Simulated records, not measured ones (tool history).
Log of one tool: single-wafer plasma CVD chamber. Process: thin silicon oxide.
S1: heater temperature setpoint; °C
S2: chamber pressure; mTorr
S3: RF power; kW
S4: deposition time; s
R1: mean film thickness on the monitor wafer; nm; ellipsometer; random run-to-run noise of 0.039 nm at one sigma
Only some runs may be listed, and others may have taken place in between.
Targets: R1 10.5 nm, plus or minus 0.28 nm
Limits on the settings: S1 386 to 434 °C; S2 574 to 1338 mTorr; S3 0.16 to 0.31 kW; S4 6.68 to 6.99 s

Run 1, hour 0: S1 410 °C, S2 956 mTorr, S3 0.235 kW, S4 6.99 s. Result: R1 12.393 nm.
Run 2, hour 4.1: S1 410 °C, S2 1097 mTorr, S3 0.235 kW, S4 6.99 s. Result: R1 13.878 nm.
Run 3, hour 8.1: S1 410 °C, S2 1040 mTorr, S3 0.235 kW, S4 6.99 s. Result: R1 13.37 nm.
Run 4, hour 15.3: S1 410 °C, S2 936 mTorr, S3 0.235 kW, S4 6.99 s. Result: R1 12.24 nm.
Run 5, hour 17.3: S1 410 °C, S2 879 mTorr, S3 0.235 kW, S4 6.98 s. Result: R1 11.534 nm.
Run 6, hour 20: S1 410 °C, S2 879 mTorr, S3 0.235 kW, S4 6.99 s. Result: R1 11.54 nm.
Run 7, hour 22.3: S1 410 °C, S2 847 mTorr, S3 0.235 kW, S4 6.99 s. Result: R1 11.096 nm.
At hour 24.9: capacitance manometer re-zeroed and calibrated.
Run 8, hour 24.9: S1 410 °C, S2 830 mTorr, S3 0.235 kW, S4 6.99 s. Result: R1 11.737 nm.
Run 9, hour 32.6: S1 410 °C, S2 773 mTorr, S3 0.23 kW, S4 6.98 s. Result: R1 10.903 nm.

Below are 4 possible settings for the next run. Only one of them brings all results inside the allowed miss of their targets. Which is it?
Run A, hour 40.3: S1 406 °C, S2 756 mTorr, S3 0.25 kW, S4 6.68 s. Result: R1 ?.
Run B, hour 40.3: S1 429 °C, S2 859 mTorr, S3 0.23 kW, S4 6.84 s. Result: R1 ?.
Run C, hour 40.3: S1 410 °C, S2 958 mTorr, S3 0.185 kW, S4 6.68 s. Result: R1 ?.
Run D, hour 40.3: S1 390 °C, S2 830 mTorr, S3 0.215 kW, S4 6.99 s. Result: R1 ?.

move      R1
   A  10.494
   B  11.573
   C   11.65
   D  11.535
A: all results land within tolerance of their targets
B: its largest miss is bigger than the last run's
C: its largest miss is bigger than the last run's
D: its largest miss is bigger than the last run's
The right move is A.
